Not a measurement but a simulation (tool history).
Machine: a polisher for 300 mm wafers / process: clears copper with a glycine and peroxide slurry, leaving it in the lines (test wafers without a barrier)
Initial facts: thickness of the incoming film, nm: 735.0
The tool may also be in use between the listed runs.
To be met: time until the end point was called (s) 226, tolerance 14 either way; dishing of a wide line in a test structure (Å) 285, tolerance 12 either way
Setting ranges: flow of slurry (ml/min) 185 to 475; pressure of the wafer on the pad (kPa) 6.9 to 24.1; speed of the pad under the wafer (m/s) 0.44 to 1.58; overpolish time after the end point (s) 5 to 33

| run | hour | flow of slurry (ml/min) | pressure of the wafer on the pad (kPa) | speed of the pad under the wafer (m/s) | overpolish time after the end point (s) | time until the end point was called (s) | dishing of a wide line in a test structure (Å) |
|---|---|---|---|---|---|---|---|
| 1 | 0 | 305 | 15.2 | 1 | 17 | 165.2 | 498.41 |
| 2 | 4.3 | 305 | 13.8 | 0.98 | 16 | 185.69 | 435.77 |
| 3 | 11 | 305 | 13.1 | 0.98 | 15 | 192.84 | 388.96 |
| 4 | 17.3 | 305 | 13.1 | 0.78 | 15 | 225.07 | 349.91 |
| 5 | 19.3 | 305 | 13.1 | 0.52 | 15 | 286.94 | 277.79 |
| 6 | 21.4 | 380 | 13.1 | 0.52 | 15 | 281.93 | 284.84 |
| 7 | 25.3 | 380 | 13.8 | 0.52 | 14 | 265.68 | 283.34 |
| 8 | 27.9 | 380 | 14.5 | 0.52 | 13 | 263.46 | 264.11 |
| 9 | 33.7 | 380 | 15.2 | 0.52 | 13 | 256.83 | 278.99 |
| 10 | 34.4 | 380 | 15.9 | 0.52 | 13 | 252.51 | 283.85 |
| 11 | 37.4 | 380 | 16.5 | 0.52 | 13 | 246.71 | 289.6 |
| 12 | 40.7 | 380 | 17.2 | 0.52 | 13 | 240.18 | 299.34 |

Exercise: of the 5 proposed moves below, exactly one satisfies all targets within the stated allowed misses. Which move is it?
| A | 44 | 285 | 15.2 | 0.52 | 16 | ? | ? |
| B | 44 | 455 | 15.2 | 0.62 | 13 | ? | ? |
| C | 44 | 395 | 16.5 | 0.74 | 9 | ? | ? |
| D | 44 | 340 | 17.9 | 0.54 | 13 | ? | ? |
| E | 44 | 450 | 12.4 | 0.8 | 12 | ? | ? |

| move | time until the end point was called (s) | dishing of a wide line in a test structure (Å) |
|---|---|---|
| A | 257.45 | 327.69 |
| B | 224.68 | 306.29 |
| C | 189.27 | 256.3 |
| D | 221.37 | 312.58 |
| E | 220.28 | 287.01 |
A: lands further from the targets than the last run did
B: lands further from the targets than the last run did
C: the result that was furthest off in the last run now lies on the other side of its target
D: lands further from the targets than the last run did
E: each result inside its tolerance
The move that meets every target is E.

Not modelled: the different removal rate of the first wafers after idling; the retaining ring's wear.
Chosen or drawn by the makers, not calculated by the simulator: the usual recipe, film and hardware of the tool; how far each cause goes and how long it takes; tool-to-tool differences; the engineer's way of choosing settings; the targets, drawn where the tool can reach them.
